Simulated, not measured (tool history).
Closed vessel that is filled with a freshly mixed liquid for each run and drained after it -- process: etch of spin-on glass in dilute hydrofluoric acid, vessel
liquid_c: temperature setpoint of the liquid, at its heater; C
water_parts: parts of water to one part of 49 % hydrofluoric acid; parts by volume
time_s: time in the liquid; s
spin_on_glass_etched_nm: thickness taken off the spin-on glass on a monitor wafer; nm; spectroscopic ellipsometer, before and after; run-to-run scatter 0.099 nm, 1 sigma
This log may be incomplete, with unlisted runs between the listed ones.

| run | hour | liquid_c | water_parts | time_s | spin_on_glass_etched_nm |
|---|---|---|---|---|---|
| 1 | 0 | 25 | 250 | 60 | 5.444 |
| 2 | 2.4 | 26 | 230 | 60 | 6.358 |
| 3 | 6.9 | 26 | 275 | 60 | 5.0573 |
| 4 | 12.7 | 27 | 255 | 60 | 5.7867 |
| 5 | 17.3 | 27 | 320 | 60 | 4.3094 |
| 6 | 19.7 | 28 | 290 | 60 | 5.0436 |
| 7 | 20.9 | 32 | 190 | 60 | 9.8483 |
| 8 | 26.4 | 32 | 185 | 60 | 10.159 |
| 9 | 27.5 | 32 | 180 | 60 | 10.476 |
| 10 | 32.4 | 32 | 175 | 60 | 10.794 |

For run 11, what comes out?
| 11 | 33.4 | 32 | 170 | 60 | ? |

{"run 11": {"spin_on_glass_etched_nm": 11.173}}
